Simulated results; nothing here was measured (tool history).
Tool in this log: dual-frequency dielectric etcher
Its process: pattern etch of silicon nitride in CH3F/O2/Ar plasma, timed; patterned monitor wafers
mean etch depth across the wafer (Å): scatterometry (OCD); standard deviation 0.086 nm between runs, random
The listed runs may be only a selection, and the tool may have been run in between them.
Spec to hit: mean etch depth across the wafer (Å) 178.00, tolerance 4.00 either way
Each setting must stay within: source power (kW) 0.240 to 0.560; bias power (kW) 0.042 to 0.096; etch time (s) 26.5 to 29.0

run,hour,source power (kW),bias power (kW),etch time (s),mean etch depth across the wafer (Å)
1,0.0,0.400,0.069,29.0,222.52
2,8.4,0.400,0.069,29.0,224.51
3,16.7,0.400,0.058,29.0,206.80
4,25.5,0.380,0.057,29.0,203.82
5,27.4,0.380,0.057,26.5,184.75
6,32.2,0.430,0.057,26.5,195.48
7,33.1,0.430,0.057,26.5,195.17
8,40.7,0.420,0.056,26.5,192.12
9,42.4,0.410,0.056,26.5,190.76
10,49.0,0.400,0.056,26.5,188.57
11,56.4,0.390,0.056,26.5,186.95
12,61.8,0.340,0.054,26.5,169.97

Below are 4 possible settings for the next run. Only one of them brings all results inside the allowed miss of their targets. Which is it?
A,67.2,0.350,0.059,27.5,?
B,67.2,0.370,0.051,27.0,?
C,67.2,0.330,0.042,28.5,?
D,67.2,0.320,0.051,26.5,?

move,mean etch depth across the wafer (Å)
A,187.72
B,178.04
C,164.17
D,163.10
A: takes the result that was furthest off past its target
B: hits every target within its allowed miss
C: its largest miss is bigger than the last run's
D: its largest miss is bigger than the last run's
The move that meets every target is B.

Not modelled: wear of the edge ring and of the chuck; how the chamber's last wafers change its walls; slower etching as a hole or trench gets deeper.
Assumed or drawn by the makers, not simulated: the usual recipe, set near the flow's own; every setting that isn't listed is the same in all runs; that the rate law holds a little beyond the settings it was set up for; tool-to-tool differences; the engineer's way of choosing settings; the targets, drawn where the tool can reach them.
